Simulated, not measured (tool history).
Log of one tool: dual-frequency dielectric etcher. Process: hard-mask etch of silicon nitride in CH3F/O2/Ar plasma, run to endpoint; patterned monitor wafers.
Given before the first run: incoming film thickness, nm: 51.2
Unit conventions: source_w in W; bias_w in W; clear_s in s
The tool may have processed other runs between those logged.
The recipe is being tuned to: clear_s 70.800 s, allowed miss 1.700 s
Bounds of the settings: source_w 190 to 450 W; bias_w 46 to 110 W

Run 1, hour 0.0: source_w 320 W, bias_w 78 W. Result: clear_s 80.071 s.
Run 2, hour 6.8: source_w 320 W, bias_w 86 W. Result: clear_s 78.157 s.
Run 3, hour 15.7: source_w 320 W, bias_w 78 W. Result: clear_s 80.613 s.
Run 4, hour 21.5: source_w 270 W, bias_w 78 W. Result: clear_s 83.785 s.
Run 5, hour 23.2: source_w 300 W, bias_w 82 W. Result: clear_s 80.775 s.
Run 6, hour 26.4: source_w 300 W, bias_w 87 W. Result: clear_s 78.675 s.
Run 7, hour 28.7: source_w 320 W, bias_w 89 W. Result: clear_s 77.138 s.
Run 8, hour 34.7: source_w 340 W, bias_w 91 W. Result: clear_s 74.580 s.
Run 9, hour 41.7: source_w 350 W, bias_w 92 W. Result: clear_s 73.911 s.
Run 10, hour 48.8: source_w 360 W, bias_w 93 W. Result: clear_s 73.304 s.

Exactly one of the 5 candidate moves below puts every result within its allowed miss. Which one?
Run A, hour 55.9: source_w 400 W, bias_w 75 W. Result: clear_s ?.
Run B, hour 55.9: source_w 340 W, bias_w 86 W. Result: clear_s ?.
Run C, hour 55.9: source_w 330 W, bias_w 94 W. Result: clear_s ?.
Run D, hour 55.9: source_w 380 W, bias_w 101 W. Result: clear_s ?.
Run E, hour 55.9: source_w 380 W, bias_w 85 W. Result: clear_s ?.

move  clear_s
   A   75.136
   B   76.226
   C   74.988
   D   70.207
   E   73.814
A: further off than the last run
B: further off than the last run
C: further off than the last run
D: every result within its allowed miss
E: further off than the last run
The move that meets every target is D.

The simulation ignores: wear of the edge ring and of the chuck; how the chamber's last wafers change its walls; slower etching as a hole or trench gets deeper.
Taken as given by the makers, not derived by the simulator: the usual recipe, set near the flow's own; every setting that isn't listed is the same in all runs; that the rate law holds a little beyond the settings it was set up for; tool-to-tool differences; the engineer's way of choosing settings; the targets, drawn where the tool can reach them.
